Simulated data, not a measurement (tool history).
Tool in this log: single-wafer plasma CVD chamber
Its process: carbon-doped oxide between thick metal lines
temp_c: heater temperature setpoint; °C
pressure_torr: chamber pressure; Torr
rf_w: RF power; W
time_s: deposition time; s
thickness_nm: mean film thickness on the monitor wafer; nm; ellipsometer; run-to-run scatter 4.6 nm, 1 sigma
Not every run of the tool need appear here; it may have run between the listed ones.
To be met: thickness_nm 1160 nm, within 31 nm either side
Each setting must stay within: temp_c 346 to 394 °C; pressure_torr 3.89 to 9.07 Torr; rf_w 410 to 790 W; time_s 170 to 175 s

run	hour	temp_c	pressure_torr	rf_w	time_s	thickness_nm
1	0	370	6.48	600	170	1018.6
2	1.3	370	6.54	630	171	1055.9
3	3.8	370	6.54	630	175	1081
4	7.9	369	6.62	650	175	1108.4
5	12.1	368	6.68	660	175	1120.1
6	16	368	6.68	660	170	1093.3
7	17.9	367	6.79	670	170	1098.9
8	19.8	367	6.81	685	170	1110.2
9	28	367	6.83	695	170	1119.2

4 next moves are on the table. One of them brings every result within its allowed miss. Which?
A	36.2	360	6.47	695	174	?
B	36.2	378	7.08	695	170	?
C	36.2	355	7.19	715	175	?
D	36.2	369	9.07	620	175	?

move	thickness_nm
A	1160.8
B	1095.8
C	1211.4
D	1105.1
A: all results land within tolerance of their targets
B: further off than the last run
C: takes the result that was furthest off past its target
D: further off than the last run
Correct choice: A, which meets every target

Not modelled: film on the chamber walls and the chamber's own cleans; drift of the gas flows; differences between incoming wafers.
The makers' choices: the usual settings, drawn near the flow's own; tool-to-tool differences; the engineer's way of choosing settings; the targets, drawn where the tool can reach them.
